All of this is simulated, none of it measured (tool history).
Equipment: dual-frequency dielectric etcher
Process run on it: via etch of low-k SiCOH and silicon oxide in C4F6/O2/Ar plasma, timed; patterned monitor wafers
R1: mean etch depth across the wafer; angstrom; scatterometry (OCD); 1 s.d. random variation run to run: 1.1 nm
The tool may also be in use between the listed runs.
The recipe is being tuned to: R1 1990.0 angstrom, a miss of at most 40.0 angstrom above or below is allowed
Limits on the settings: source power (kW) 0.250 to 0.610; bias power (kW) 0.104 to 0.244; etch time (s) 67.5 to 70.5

run 1 hour=0.0 | source_power_(kW)=0.430 bias_power_(kW)=0.174 etch_time_(s)=67.5 | R1=1739.0
run 2 hour=8.6 | source_power_(kW)=0.450 bias_power_(kW)=0.176 etch_time_(s)=67.5 | R1=1752.9
run 3 hour=17.5 | source_power_(kW)=0.380 bias_power_(kW)=0.176 etch_time_(s)=67.5 | R1=1657.5
run 4 hour=22.2 | source_power_(kW)=0.440 bias_power_(kW)=0.176 etch_time_(s)=67.5 | R1=1751.4
run 5 hour=26.7 | source_power_(kW)=0.440 bias_power_(kW)=0.202 etch_time_(s)=67.5 | R1=1831.2
run 6 hour=29.8 | source_power_(kW)=0.450 bias_power_(kW)=0.203 etch_time_(s)=67.5 | R1=1837.9
run 7 hour=35.3 | source_power_(kW)=0.460 bias_power_(kW)=0.204 etch_time_(s)=67.5 | R1=1858.2
run 8 hour=42.2 | source_power_(kW)=0.470 bias_power_(kW)=0.205 etch_time_(s)=67.5 | R1=1886.0
run 9 hour=48.4 | source_power_(kW)=0.480 bias_power_(kW)=0.206 etch_time_(s)=67.5 | R1=1879.8
run 10 hour=54.9 | source_power_(kW)=0.490 bias_power_(kW)=0.208 etch_time_(s)=67.5 | R1=1924.3
run 11 hour=60.5 | source_power_(kW)=0.500 bias_power_(kW)=0.209 etch_time_(s)=67.5 | R1=1922.9
run 12 hour=69.2 | source_power_(kW)=0.510 bias_power_(kW)=0.210 etch_time_(s)=67.5 | R1=1943.8
run 13 hour=74.7 | source_power_(kW)=0.510 bias_power_(kW)=0.211 etch_time_(s)=67.5 | R1=1935.6

Pick the move, out of 4, that brings all results within their allowed miss; only one does.
run A hour=80.2 | source_power_(kW)=0.480 bias_power_(kW)=0.233 etch_time_(s)=70.0 | R1=?
run B hour=80.2 | source_power_(kW)=0.530 bias_power_(kW)=0.235 etch_time_(s)=69.5 | R1=?
run C hour=80.2 | source_power_(kW)=0.480 bias_power_(kW)=0.158 etch_time_(s)=70.0 | R1=?
run D hour=80.2 | source_power_(kW)=0.570 bias_power_(kW)=0.205 etch_time_(s)=68.0 | R1=?

move=A R1=2040.7
move=B R1=2094.4
move=C R1=1790.0
move=D R1=2000.4
A: takes the biggest miss from the last run beyond its target
B: takes the biggest miss from the last run beyond its target
C: lands further from the targets than the last run did
D: all results in spec
Correct choice: D, which meets every target
